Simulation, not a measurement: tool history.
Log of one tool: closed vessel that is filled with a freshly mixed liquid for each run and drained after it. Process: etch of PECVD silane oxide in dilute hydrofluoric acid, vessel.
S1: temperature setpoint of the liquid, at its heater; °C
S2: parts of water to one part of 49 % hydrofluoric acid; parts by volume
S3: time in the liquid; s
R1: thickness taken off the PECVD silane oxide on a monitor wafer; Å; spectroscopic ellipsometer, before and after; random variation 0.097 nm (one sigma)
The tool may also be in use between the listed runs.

run  hour    S1   S2   S3       R1
  1   0.0  23.0  295  210   88.286
  2   6.6  23.0  295  210   88.189
  3  15.1  26.0  295  210   98.344
  4  16.6  27.5  290  210  104.120
  5  21.6  27.5  355  210   80.530
  6  25.8  29.5  355  210   85.281
  7  32.1  30.0  335  210   95.250
  8  36.7  30.5  320  210  101.820

Run 9 comes next. What will it give?
  9  38.2  30.5  310  210   ?

R1: 106.900 Å
